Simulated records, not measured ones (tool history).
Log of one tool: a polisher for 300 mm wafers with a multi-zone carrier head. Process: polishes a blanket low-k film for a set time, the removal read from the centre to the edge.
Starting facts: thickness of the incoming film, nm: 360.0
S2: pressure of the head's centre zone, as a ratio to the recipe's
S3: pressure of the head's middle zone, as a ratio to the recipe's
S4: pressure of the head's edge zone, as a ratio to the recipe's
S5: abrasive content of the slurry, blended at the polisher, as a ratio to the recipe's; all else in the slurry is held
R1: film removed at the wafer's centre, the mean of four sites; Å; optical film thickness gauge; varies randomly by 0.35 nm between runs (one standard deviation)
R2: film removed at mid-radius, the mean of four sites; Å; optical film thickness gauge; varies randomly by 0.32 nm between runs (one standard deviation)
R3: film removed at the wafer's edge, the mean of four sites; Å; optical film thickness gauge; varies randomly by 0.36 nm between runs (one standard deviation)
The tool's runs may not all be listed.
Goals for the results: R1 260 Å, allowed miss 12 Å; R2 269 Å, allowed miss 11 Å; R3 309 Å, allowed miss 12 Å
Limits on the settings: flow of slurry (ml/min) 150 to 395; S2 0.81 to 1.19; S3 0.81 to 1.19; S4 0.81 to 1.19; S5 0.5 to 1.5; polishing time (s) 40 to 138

Run 1, hour 0: flow of slurry (ml/min) 250, S2 1, S3 1, S4 1, S5 1, polishing time (s) 88. Result: R1 359.72 Å, R2 359.91 Å, R3 357.21 Å.
Run 2, hour 1.5: flow of slurry (ml/min) 250, S2 1, S3 1.07, S4 1, S5 1, polishing time (s) 88. Result: R1 361.66 Å, R2 368.5 Å, R3 359.18 Å.
Run 3, hour 3.1: flow of slurry (ml/min) 250, S2 1, S3 1.07, S4 0.95, S5 1, polishing time (s) 88. Result: R1 353.06 Å, R2 381.65 Å, R3 346.26 Å.
Run 4, hour 11.2: flow of slurry (ml/min) 250, S2 1, S3 1.15, S4 0.95, S5 1, polishing time (s) 88. Result: R1 363.68 Å, R2 390.3 Å, R3 349.74 Å.
Run 5, hour 19.4: flow of slurry (ml/min) 250, S2 1, S3 1.19, S4 0.95, S5 1, polishing time (s) 88. Result: R1 368.54 Å, R2 414.63 Å, R3 349.53 Å.
Run 6, hour 28: flow of slurry (ml/min) 250, S2 1, S3 1.19, S4 1.03, S5 1, polishing time (s) 88. Result: R1 361.6 Å, R2 410.14 Å, R3 358.19 Å.
At hour 33.5: edge zone pressure recalibrated.
Run 7, hour 33.5: flow of slurry (ml/min) 245, S2 0.98, S3 1.12, S4 1.05, S5 0.9, polishing time (s) 88. Result: R1 341.73 Å, R2 365.7 Å, R3 351.48 Å.
Run 8, hour 34.6: flow of slurry (ml/min) 240, S2 0.95, S3 1.08, S4 1.05, S5 0.85, polishing time (s) 88. Result: R1 317.49 Å, R2 356.14 Å, R3 344.86 Å.
Run 9, hour 38.5: flow of slurry (ml/min) 235, S2 0.95, S3 1.04, S4 1.06, S5 0.8, polishing time (s) 88. Result: R1 301.37 Å, R2 328.74 Å, R3 334.54 Å.
Run 10, hour 46.7: flow of slurry (ml/min) 230, S2 0.95, S3 1, S4 1.06, S5 0.75, polishing time (s) 88. Result: R1 292.83 Å, R2 304.73 Å, R3 317.32 Å.

4 candidate next runs follow, results not yet known. Just one meets every target within its allowed miss. Identify it.
Run A, hour 54.9: flow of slurry (ml/min) 275, S2 1.05, S3 1.15, S4 0.95, S5 0.7, polishing time (s) 96. Result: R1 ?, R2 ?, R3 ?.
Run B, hour 54.9: flow of slurry (ml/min) 220, S2 0.84, S3 1.09, S4 0.96, S5 0.9, polishing time (s) 86. Result: R1 ?, R2 ?, R3 ?.
Run C, hour 54.9: flow of slurry (ml/min) 200, S2 1.01, S3 1.16, S4 0.92, S5 0.65, polishing time (s) 101. Result: R1 ?, R2 ?, R3 ?.
Run D, hour 54.9: flow of slurry (ml/min) 220, S2 0.92, S3 0.94, S4 1.14, S5 0.7, polishing time (s) 85. Result: R1 ?, R2 ?, R3 ?.

move      R1      R2      R3
   A  350.31  363.17  324.84
   B  280.15  350.58  330.13
   C  325.23  354.43  312.95
   D   263.8  269.85  309.56
A: lands further from the targets than the last run did
B: lands further from the targets than the last run did
C: lands further from the targets than the last run did
D: in spec on every target
The right move is D.
